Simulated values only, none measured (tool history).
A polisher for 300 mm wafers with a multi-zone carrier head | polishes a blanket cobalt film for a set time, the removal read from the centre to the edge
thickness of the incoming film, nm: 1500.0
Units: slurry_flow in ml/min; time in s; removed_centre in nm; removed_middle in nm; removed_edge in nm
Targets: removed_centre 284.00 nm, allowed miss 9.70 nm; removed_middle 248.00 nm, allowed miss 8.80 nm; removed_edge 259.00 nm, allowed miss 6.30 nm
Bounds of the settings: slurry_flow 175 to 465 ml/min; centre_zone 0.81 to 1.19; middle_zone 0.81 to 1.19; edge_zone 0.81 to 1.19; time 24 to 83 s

{"run": 1, "day": 0.0, "slurry_flow": 295, "centre_zone": 1.0, "middle_zone": 1.0, "edge_zone": 1.0, "time": 53, "removed_centre": 179.54, "removed_middle": 180.76, "removed_edge": 177.32}
{"run": 2, "day": 0.362, "slurry_flow": 295, "centre_zone": 1.0, "middle_zone": 1.05, "edge_zone": 1.0, "time": 53, "removed_centre": 180.69, "removed_middle": 181.81, "removed_edge": 178.34}
{"run": 3, "day": 0.483, "slurry_flow": 310, "centre_zone": 1.04, "middle_zone": 1.06, "edge_zone": 1.04, "time": 57, "removed_centre": 201.13, "removed_middle": 201.89, "removed_edge": 193.89}
{"run": 4, "day": 0.696, "slurry_flow": 310, "centre_zone": 1.04, "middle_zone": 1.06, "edge_zone": 1.04, "time": 50, "removed_centre": 176.08, "removed_middle": 173.79, "removed_edge": 170.39}
{"run": 5, "day": 1.004, "slurry_flow": 310, "centre_zone": 1.04, "middle_zone": 1.03, "edge_zone": 1.04, "time": 50, "removed_centre": 175.7, "removed_middle": 170.14, "removed_edge": 171.07}
{"run": 6, "day": 1.033, "slurry_flow": 310, "centre_zone": 1.04, "middle_zone": 1.03, "edge_zone": 0.96, "time": 50, "removed_centre": 176.44, "removed_middle": 171.19, "removed_edge": 164.5}
{"run": 7, "day": 1.125, "slurry_flow": 310, "centre_zone": 1.07, "middle_zone": 1.01, "edge_zone": 1.01, "time": 56, "removed_centre": 200.85, "removed_middle": 188.93, "removed_edge": 188.14}
{"run": 8, "day": 1.396, "slurry_flow": 315, "centre_zone": 1.1, "middle_zone": 1.01, "edge_zone": 1.04, "time": 60, "removed_centre": 223.38, "removed_middle": 205.34, "removed_edge": 202.98}

5 next moves are on the table. One of them brings every result within its allowed miss. Which?
{"run": "A", "day": 1.667, "slurry_flow": 415, "centre_zone": 1.07, "middle_zone": 0.97, "edge_zone": 1.04, "time": 70, "removed_centre": "?", "removed_middle": "?", "removed_edge": "?"}
{"run": "B", "day": 1.667, "slurry_flow": 335, "centre_zone": 0.88, "middle_zone": 1.19, "edge_zone": 0.87, "time": 58, "removed_centre": "?", "removed_middle": "?", "removed_edge": "?"}
{"run": "C", "day": 1.667, "slurry_flow": 355, "centre_zone": 1.13, "middle_zone": 0.89, "edge_zone": 1.06, "time": 74, "removed_centre": "?", "removed_middle": "?", "removed_edge": "?"}
{"run": "D", "day": 1.667, "slurry_flow": 375, "centre_zone": 1.12, "middle_zone": 0.97, "edge_zone": 1.05, "time": 75, "removed_centre": "?", "removed_middle": "?", "removed_edge": "?"}
{"run": "E", "day": 1.667, "slurry_flow": 350, "centre_zone": 1.17, "middle_zone": 1.01, "edge_zone": 1.02, "time": 73, "removed_centre": "?", "removed_middle": "?", "removed_edge": "?"}

move=A removed_centre=256.30 removed_middle=233.74 removed_edge=239.49
move=B removed_centre=178.39 removed_middle=227.61 removed_edge=179.93
move=C removed_centre=280.37 removed_middle=227.61 removed_edge=253.87
move=D removed_centre=283.32 removed_middle=248.77 removed_edge=256.54
move=E removed_centre=284.77 removed_middle=249.34 removed_edge=245.17
A: nearer than the last run, and not there yet
B: further off than the last run
C: brings the result that was furthest off to its target, and leaves another outside
D: meets every target
E: nearer than the last run, and not there yet
Answer: D

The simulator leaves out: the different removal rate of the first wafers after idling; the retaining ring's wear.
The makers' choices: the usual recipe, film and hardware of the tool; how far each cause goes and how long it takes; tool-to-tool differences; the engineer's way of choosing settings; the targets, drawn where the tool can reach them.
